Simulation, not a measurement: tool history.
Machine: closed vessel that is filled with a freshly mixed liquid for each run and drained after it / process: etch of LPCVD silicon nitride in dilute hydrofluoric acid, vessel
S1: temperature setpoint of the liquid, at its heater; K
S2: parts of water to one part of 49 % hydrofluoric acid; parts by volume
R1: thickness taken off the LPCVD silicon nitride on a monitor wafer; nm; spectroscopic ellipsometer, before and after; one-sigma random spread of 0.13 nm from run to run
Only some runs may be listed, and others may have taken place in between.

{"run": 1, "hour": 0.0, "S1": 296.15, "S2": 125, "time in the liquid (s)": 2855, "R1": 10.45}
{"run": 2, "hour": 9.8, "S1": 298.65, "S2": 120, "time in the liquid (s)": 2855, "R1": 12.772}
{"run": 3, "hour": 17.1, "S1": 300.15, "S2": 115, "time in the liquid (s)": 2855, "R1": 14.794}
{"run": 4, "hour": 26.7, "S1": 301.15, "S2": 115, "time in the liquid (s)": 2855, "R1": 15.991}
{"run": 5, "hour": 29.7, "S1": 298.65, "S2": 115, "time in the liquid (s)": 2855, "R1": 13.543}
{"run": 6, "hour": 33.2, "S1": 300.15, "S2": 115, "time in the liquid (s)": 2855, "R1": 14.972}
{"run": 7, "hour": 40.5, "S1": 301.15, "S2": 115, "time in the liquid (s)": 2855, "R1": 15.859}
{"run": 8, "hour": 49.6, "S1": 302.15, "S2": 115, "time in the liquid (s)": 2855, "R1": 16.99}
{"run": 9, "hour": 52.3, "S1": 302.65, "S2": 115, "time in the liquid (s)": 2855, "R1": 17.502}
{"run": 10, "hour": 58.7, "S1": 303.15, "S2": 115, "time in the liquid (s)": 2855, "R1": 18.089}
{"run": 11, "hour": 63.2, "S1": 303.15, "S2": 115, "time in the liquid (s)": 2855, "R1": 18.026}

Estimate the outcome of run 12 from the log above:
{"run": 12, "hour": 65.9, "S1": 303.15, "S2": 115, "time in the liquid (s)": 2855, "R1": "?"}

{"run 12": {"R1": 18.068}}
